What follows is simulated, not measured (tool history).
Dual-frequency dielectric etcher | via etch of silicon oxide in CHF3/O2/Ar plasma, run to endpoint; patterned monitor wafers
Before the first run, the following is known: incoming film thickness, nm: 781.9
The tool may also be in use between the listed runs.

{"run": 1, "hour": 0.0, "source power (W)": 670, "bias power (W)": 189, "endpoint time (s)": 391.87}
{"run": 2, "hour": 5.6, "source power (W)": 670, "bias power (W)": 157, "endpoint time (s)": 402.43}
{"run": 3, "hour": 8.4, "source power (W)": 670, "bias power (W)": 179, "endpoint time (s)": 391.69}
{"run": 4, "hour": 13.0, "source power (W)": 670, "bias power (W)": 210, "endpoint time (s)": 381.39}
{"run": 5, "hour": 18.8, "source power (W)": 690, "bias power (W)": 212, "endpoint time (s)": 376.26}
{"run": 6, "hour": 20.5, "source power (W)": 620, "bias power (W)": 212, "endpoint time (s)": 400.46}
{"run": 7, "hour": 28.9, "source power (W)": 640, "bias power (W)": 213, "endpoint time (s)": 392.08}

The next listed run, before its measurement:
{"run": 8, "hour": 32.6, "source power (W)": 640, "bias power (W)": 213, "endpoint time (s)": "?"}

Run 8 gave endpoint time (s) 390.95.
